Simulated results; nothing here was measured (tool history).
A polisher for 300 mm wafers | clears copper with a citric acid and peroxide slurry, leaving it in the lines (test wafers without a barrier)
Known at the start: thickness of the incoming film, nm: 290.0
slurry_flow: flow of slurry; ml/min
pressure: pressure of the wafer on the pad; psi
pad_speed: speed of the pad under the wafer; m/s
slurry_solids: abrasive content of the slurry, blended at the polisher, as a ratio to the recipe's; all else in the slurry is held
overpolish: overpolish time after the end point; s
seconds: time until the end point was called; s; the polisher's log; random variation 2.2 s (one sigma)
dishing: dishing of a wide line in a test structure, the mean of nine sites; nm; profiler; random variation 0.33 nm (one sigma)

run,day,slurry_flow,pressure,pad_speed,slurry_solids,overpolish,seconds,dishing
1,0.000,225,3.5,1.34,1.00,24,85.723,55.100
2,0.333,225,3.1,1.36,1.00,20,92.905,44.289
3,0.379,220,2.8,1.36,1.00,17,103.120,35.764
4,0.675,220,2.8,1.16,1.00,17,123.420,30.552
5,0.888,205,2.5,1.20,1.10,15,123.950,25.613
6,1.192,240,2.5,1.20,1.10,15,125.360,26.577
7,1.538,215,2.3,1.24,1.20,13,133.380,23.228
8,1.788,195,2.2,1.30,1.25,12,132.220,20.644
9,1.867,195,2.2,1.30,1.25,12,128.470,20.523
10,2.129,180,2.1,1.38,1.30,11,128.750,19.066
11,2.408,135,1.6,1.74,1.50,7,141.810,11.669

The next listed run, before its measurement:
12,2.550,140,1.7,1.78,1.50,7,?,?

Run 12 gave seconds 123.330 s, dishing 12.812 nm.
